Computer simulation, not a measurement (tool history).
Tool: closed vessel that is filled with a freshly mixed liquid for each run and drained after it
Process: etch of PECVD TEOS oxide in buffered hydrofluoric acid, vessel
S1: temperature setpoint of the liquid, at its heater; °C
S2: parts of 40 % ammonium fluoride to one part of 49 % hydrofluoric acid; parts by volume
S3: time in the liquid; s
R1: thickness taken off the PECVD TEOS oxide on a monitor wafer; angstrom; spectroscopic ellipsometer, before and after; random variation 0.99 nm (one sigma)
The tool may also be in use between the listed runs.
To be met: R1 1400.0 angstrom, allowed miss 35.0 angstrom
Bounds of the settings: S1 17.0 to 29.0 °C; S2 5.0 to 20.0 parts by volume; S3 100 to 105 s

Run 1, hour 0.0: S1 21.0 °C, S2 12.0 parts by volume, S3 100 s. Result: R1 1613.8 angstrom.
Run 2, hour 2.1: S1 19.0 °C, S2 12.0 parts by volume, S3 100 s. Result: R1 1442.8 angstrom.
Run 3, hour 8.1: S1 22.0 °C, S2 12.0 parts by volume, S3 100 s. Result: R1 1713.1 angstrom.
Run 4, hour 13.9: S1 21.5 °C, S2 12.0 parts by volume, S3 100 s. Result: R1 1649.5 angstrom.
Run 5, hour 21.8: S1 21.0 °C, S2 12.0 parts by volume, S3 100 s. Result: R1 1605.0 angstrom.
Run 6, hour 27.2: S1 21.0 °C, S2 9.5 parts by volume, S3 100 s. Result: R1 1988.3 angstrom.
Run 7, hour 32.0: S1 20.5 °C, S2 9.5 parts by volume, S3 100 s. Result: R1 1934.4 angstrom.
Run 8, hour 36.3: S1 20.0 °C, S2 9.5 parts by volume, S3 100 s. Result: R1 1852.5 angstrom.
Run 9, hour 45.1: S1 19.5 °C, S2 9.5 parts by volume, S3 100 s. Result: R1 1840.8 angstrom.
Run 10, hour 47.8: S1 19.0 °C, S2 9.5 parts by volume, S3 100 s. Result: R1 1775.4 angstrom.
Run 11, hour 49.6: S1 17.0 °C, S2 11.5 parts by volume, S3 100 s. Result: R1 1321.0 angstrom.

Which of these 5 next moves meets every target?
Run A, hour 51.4: S1 18.5 °C, S2 13.5 parts by volume, S3 100 s. Result: R1 ?.
Run B, hour 51.4: S1 17.0 °C, S2 11.0 parts by volume, S3 100 s. Result: R1 ?.
Run C, hour 51.4: S1 17.0 °C, S2 11.0 parts by volume, S3 105 s. Result: R1 ?.
Run D, hour 51.4: S1 17.5 °C, S2 13.0 parts by volume, S3 100 s. Result: R1 ?.
Run E, hour 51.4: S1 17.0 °C, S2 13.0 parts by volume, S3 100 s. Result: R1 ?.

move      R1
   A  1242.6
   B  1394.3
   C  1464.0
   D  1218.3
   E  1184.0
A: further off than the last run
B: meets every target
C: takes the result that was furthest off past its target
D: further off than the last run
E: further off than the last run
Move B is the one to make.
